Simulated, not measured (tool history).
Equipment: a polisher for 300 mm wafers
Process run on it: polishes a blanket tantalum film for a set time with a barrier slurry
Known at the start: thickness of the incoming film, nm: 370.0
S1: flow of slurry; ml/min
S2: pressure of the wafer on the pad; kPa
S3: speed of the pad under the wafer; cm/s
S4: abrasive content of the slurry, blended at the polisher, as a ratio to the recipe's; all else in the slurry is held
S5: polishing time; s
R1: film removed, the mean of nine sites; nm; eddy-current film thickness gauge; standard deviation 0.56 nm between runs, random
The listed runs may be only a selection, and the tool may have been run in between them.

run 1 hour=0 | S1=135 S2=16.5 S3=78 S4=1 S5=31 | R1=45.791
run 2 hour=1.5 | S1=140 S2=17.2 S3=78 S4=1 S5=31 | R1=46.726
run 3 hour=8.6 | S1=160 S2=17.2 S3=78 S4=1 S5=31 | R1=49.709
run 4 hour=16.6 | S1=165 S2=17.9 S3=78 S4=1 S5=31 | R1=50.562
run 5 hour=18.9 | S1=165 S2=17.9 S3=78 S4=1 S5=31 | R1=50.338
run 6 hour=20.5 | S1=165 S2=17.9 S3=78 S4=1 S5=28 | R1=44.983

Run 7, settings as shown, results not yet in. Your forecast:
run 7 hour=21.6 | S1=165 S2=17.9 S3=78 S4=1 S5=28 | R1=?

Run 7 yielded R1 45.928 nm.
